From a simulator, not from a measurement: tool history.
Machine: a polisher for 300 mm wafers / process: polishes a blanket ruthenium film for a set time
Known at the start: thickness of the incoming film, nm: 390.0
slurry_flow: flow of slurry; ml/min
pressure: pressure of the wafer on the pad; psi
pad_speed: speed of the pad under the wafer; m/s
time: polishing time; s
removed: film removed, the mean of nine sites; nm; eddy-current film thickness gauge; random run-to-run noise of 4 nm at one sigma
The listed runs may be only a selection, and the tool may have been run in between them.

run 1 hour=0.0 | slurry_flow=280 pressure=2.1 pad_speed=1.24 time=113 | removed=147.25
run 2 hour=5.7 | slurry_flow=220 pressure=2.1 pad_speed=1.24 time=113 | removed=145.13
run 3 hour=7.6 | slurry_flow=220 pressure=2.3 pad_speed=1.24 time=113 | removed=153.96
run 4 hour=11.7 | slurry_flow=220 pressure=2.3 pad_speed=1.54 time=113 | removed=192.14
run 5 hour=19.6 | slurry_flow=220 pressure=2.3 pad_speed=1.28 time=113 | removed=158.92
run 6 hour=24.9 | slurry_flow=220 pressure=2.8 pad_speed=1.28 time=113 | removed=188.67
run 7 hour=26.7 | slurry_flow=220 pressure=2.9 pad_speed=1.36 time=114 | removed=218.98

Predict the results of run 8:
run 8 hour=35.2 | slurry_flow=220 pressure=3.0 pad_speed=1.40 time=114 | removed=?

{"run 8": {"removed": 232.94}}
